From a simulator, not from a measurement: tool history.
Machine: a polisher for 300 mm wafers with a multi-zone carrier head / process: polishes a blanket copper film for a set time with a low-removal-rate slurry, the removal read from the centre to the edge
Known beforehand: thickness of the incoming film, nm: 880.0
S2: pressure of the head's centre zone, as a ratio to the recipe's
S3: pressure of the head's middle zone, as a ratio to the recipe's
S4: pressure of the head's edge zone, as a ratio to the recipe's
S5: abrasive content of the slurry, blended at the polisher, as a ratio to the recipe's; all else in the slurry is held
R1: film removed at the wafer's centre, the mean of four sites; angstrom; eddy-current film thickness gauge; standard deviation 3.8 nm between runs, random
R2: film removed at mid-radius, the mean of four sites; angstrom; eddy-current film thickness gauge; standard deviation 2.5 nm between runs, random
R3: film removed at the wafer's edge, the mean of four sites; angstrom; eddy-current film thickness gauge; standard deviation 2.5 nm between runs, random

Run 1, hour 0: flow of slurry (ml/min) 125, S2 1, S3 1, S4 1, S5 1, polishing time (s) 77. Result: R1 1813.2 angstrom, R2 1749.4 angstrom, R3 1739.2 angstrom.
Run 2, hour 4.8: flow of slurry (ml/min) 125, S2 1, S3 1, S4 1, S5 0.85, polishing time (s) 77. Result: R1 1638.5 angstrom, R2 1674.8 angstrom, R3 1659.1 angstrom.
Run 3, hour 6.9: flow of slurry (ml/min) 135, S2 1.02, S3 1.04, S4 1.02, S5 0.95, polishing time (s) 78. Result: R1 1852.4 angstrom, R2 1855.4 angstrom, R3 1747.7 angstrom.
Run 4, hour 13.3: flow of slurry (ml/min) 120, S2 1.02, S3 1.04, S4 1.02, S5 0.95, polishing time (s) 78. Result: R1 1786.5 angstrom, R2 1772.1 angstrom, R3 1693.1 angstrom.
Run 5, hour 17.4: flow of slurry (ml/min) 120, S2 1.02, S3 1.04, S4 1.02, S5 1.1, polishing time (s) 78. Result: R1 1903.2 angstrom, R2 1924.8 angstrom, R3 1825.6 angstrom.
Run 6, hour 18.9: flow of slurry (ml/min) 130, S2 1.05, S3 1.05, S4 1.03, S5 1.15, polishing time (s) 78. Result: R1 2009.6 angstrom, R2 1950.4 angstrom, R3 1818.9 angstrom.
Run 7, hour 21.1: flow of slurry (ml/min) 140, S2 1.06, S3 1.06, S4 1.04, S5 1.25, polishing time (s) 79. Result: R1 2175.5 angstrom, R2 2048.3 angstrom, R3 1964.6 angstrom.
Run 8, hour 22.3: flow of slurry (ml/min) 145, S2 1.08, S3 1.08, S4 1.04, S5 1.3, polishing time (s) 79. Result: R1 2229 angstrom, R2 2100.8 angstrom, R3 1972.5 angstrom.

Estimate the outcome of run 9 from the log above:
Run 9, hour 26.2: flow of slurry (ml/min) 150, S2 1.1, S3 1.1, S4 1.04, S5 1.35, polishing time (s) 80. Result: R1 ?, R2 ?, R3 ?.

R1: 2371.5 angstrom
R2: 2236.4 angstrom
R3: 2009.5 angstrom
